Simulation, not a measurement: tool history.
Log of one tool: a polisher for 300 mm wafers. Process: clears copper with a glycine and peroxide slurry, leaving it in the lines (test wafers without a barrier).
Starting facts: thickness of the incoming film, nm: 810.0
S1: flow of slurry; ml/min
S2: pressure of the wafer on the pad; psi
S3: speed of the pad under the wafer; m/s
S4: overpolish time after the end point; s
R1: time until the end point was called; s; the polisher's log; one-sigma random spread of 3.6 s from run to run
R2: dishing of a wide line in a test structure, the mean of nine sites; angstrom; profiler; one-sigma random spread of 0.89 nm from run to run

Run 1, hour 0: S1 140 ml/min, S2 3.4 psi, S3 0.82 m/s, S4 28 s. Result: R1 134.36 s, R2 756.59 angstrom.
Run 2, hour 0.5: S1 160 ml/min, S2 3.4 psi, S3 0.82 m/s, S4 28 s. Result: R1 128.07 s, R2 783.2 angstrom.
Run 3, hour 5.3: S1 150 ml/min, S2 3.1 psi, S3 0.8 m/s, S4 32 s. Result: R1 136.53 s, R2 782.99 angstrom.
Run 4, hour 9.7: S1 150 ml/min, S2 3.1 psi, S3 0.8 m/s, S4 25 s. Result: R1 137.32 s, R2 686.72 angstrom.
Run 5, hour 18.3: S1 150 ml/min, S2 3.1 psi, S3 0.8 m/s, S4 36 s. Result: R1 138.96 s, R2 814.1 angstrom.
Run 6, hour 24: S1 150 ml/min, S2 3.1 psi, S3 0.9 m/s, S4 36 s. Result: R1 129.01 s, R2 840.74 angstrom.

Run 7 has not been measured yet. What should we expect?
Run 7, hour 32.5: S1 140 ml/min, S2 2.9 psi, S3 0.82 m/s, S4 40 s. Result: R1 ?, R2 ?.

{"run 7": {"R1": 144.01, "R2": 842.96}}
